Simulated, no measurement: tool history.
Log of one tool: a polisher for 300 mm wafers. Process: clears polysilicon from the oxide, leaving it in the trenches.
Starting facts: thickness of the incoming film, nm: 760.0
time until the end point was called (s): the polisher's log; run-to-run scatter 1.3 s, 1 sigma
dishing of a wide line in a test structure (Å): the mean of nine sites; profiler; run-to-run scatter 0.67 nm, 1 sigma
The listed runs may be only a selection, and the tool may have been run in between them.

| run | hour | flow of slurry (ml/min) | pressure of the wafer on the pad (kPa) | speed of the pad under the wafer (m/s) | overpolish time after the end point (s) | time until the end point was called (s) | dishing of a wide line in a test structure (Å) |
|---|---|---|---|---|---|---|---|
| 1 | 0 | 315 | 12.4 | 0.8 | 29 | 104.13 | 528.97 |
| 2 | 5.3 | 315 | 12.4 | 0.8 | 24 | 107.3 | 509.92 |
| 3 | 6.5 | 315 | 13.8 | 0.82 | 20 | 94.662 | 488.28 |
| 4 | 9.6 | 315 | 15.2 | 0.82 | 17 | 91.979 | 486.66 |
| 5 | 13.4 | 310 | 15.9 | 0.84 | 15 | 81.875 | 486.39 |
| 6 | 14.1 | 375 | 15.9 | 0.84 | 15 | 81.476 | 472.69 |

The next listed run, before its measurement:
| 7 | 15.2 | 405 | 16.5 | 0.84 | 14 | ? | ? |

{"run 7": {"time until the end point was called (s)": 77.699, "dishing of a wide line in a test structure (Å)": 467.63}}
